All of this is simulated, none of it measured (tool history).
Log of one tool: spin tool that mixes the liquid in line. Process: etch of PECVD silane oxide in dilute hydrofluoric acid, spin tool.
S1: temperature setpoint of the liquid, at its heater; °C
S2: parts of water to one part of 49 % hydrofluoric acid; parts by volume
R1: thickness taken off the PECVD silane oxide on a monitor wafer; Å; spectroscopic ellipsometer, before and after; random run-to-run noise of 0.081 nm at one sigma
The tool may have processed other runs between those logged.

run 1 hour=0.0 | S1=25.0 S2=195 time_under_the_liquid_(s)=50 | R1=62.024
run 2 hour=1.9 | S1=27.5 S2=165 time_under_the_liquid_(s)=50 | R1=82.940
run 3 hour=8.9 | S1=27.5 S2=230 time_under_the_liquid_(s)=50 | R1=55.766
run 4 hour=13.1 | S1=27.5 S2=255 time_under_the_liquid_(s)=50 | R1=48.625
run 5 hour=14.6 | S1=29.5 S2=205 time_under_the_liquid_(s)=50 | R1=68.480
run 6 hour=21.6 | S1=31.5 S2=205 time_under_the_liquid_(s)=50 | R1=73.132
run 7 hour=29.2 | S1=32.0 S2=170 time_under_the_liquid_(s)=50 | R1=94.838
run 8 hour=30.0 | S1=32.5 S2=150 time_under_the_liquid_(s)=50 | R1=111.540
run 9 hour=36.7 | S1=32.5 S2=135 time_under_the_liquid_(s)=50 | R1=126.290

Run 10 comes next. What will it give?
run 10 hour=44.9 | S1=32.5 S2=130 time_under_the_liquid_(s)=50 | R1=?

Run 10 gave R1 131.460 Å.
